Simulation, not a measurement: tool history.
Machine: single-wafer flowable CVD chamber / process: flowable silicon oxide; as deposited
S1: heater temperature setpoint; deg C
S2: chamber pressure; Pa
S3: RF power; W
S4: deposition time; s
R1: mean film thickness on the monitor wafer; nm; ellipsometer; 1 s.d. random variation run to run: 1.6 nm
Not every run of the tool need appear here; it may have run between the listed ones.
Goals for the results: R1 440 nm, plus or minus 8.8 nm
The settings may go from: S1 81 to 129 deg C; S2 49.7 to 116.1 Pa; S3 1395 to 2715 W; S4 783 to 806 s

{"run": 1, "day": 0.0, "S1": 105, "S2": 82.9, "S3": 2055, "S4": 783, "R1": 286.86}
{"run": 2, "day": 0.225, "S1": 105, "S2": 82.9, "S3": 2055, "S4": 783, "R1": 287.61}
{"run": 3, "day": 0.412, "S1": 105, "S2": 82.9, "S3": 1865, "S4": 783, "R1": 278.13}
{"run": 4, "day": 0.442, "S1": 98, "S2": 82.9, "S3": 1865, "S4": 783, "R1": 342.3}
{"run": 5, "day": 0.579, "S1": 95, "S2": 82.9, "S3": 1865, "S4": 783, "R1": 373.24}
{"run": 6, "day": 0.829, "S1": 95, "S2": 88.3, "S3": 1865, "S4": 783, "R1": 394.02}
{"run": 7, "day": 1.083, "S1": 94, "S2": 88.3, "S3": 1865, "S4": 783, "R1": 406.9}
{"run": 8, "day": 1.4, "S1": 93, "S2": 88.3, "S3": 1865, "S4": 783, "R1": 421.19}

Exactly one of the 5 candidate moves below puts every result within its allowed miss. Which one?
{"run": "A", "day": 1.717, "S1": 95, "S2": 86.1, "S3": 2030, "S4": 783, "R1": "?"}
{"run": "B", "day": 1.717, "S1": 95, "S2": 95.9, "S3": 1805, "S4": 785, "R1": "?"}
{"run": "C", "day": 1.717, "S1": 92, "S2": 87.2, "S3": 1915, "S4": 795, "R1": "?"}
{"run": "D", "day": 1.717, "S1": 90, "S2": 84, "S3": 1730, "S4": 783, "R1": "?"}
{"run": "E", "day": 1.717, "S1": 96, "S2": 99.3, "S3": 1445, "S4": 806, "R1": "?"}

move=A R1=395.04
move=B R1=424.76
move=C R1=436
move=D R1=424.48
move=E R1=398.52
A: misses by more than the last run did
B: nearer the targets than the last run, but a result is still out of spec
C: every result within its allowed miss
D: nearer the targets than the last run, but a result is still out of spec
E: misses by more than the last run did
So the answer is move C, the one that meets all the targets.
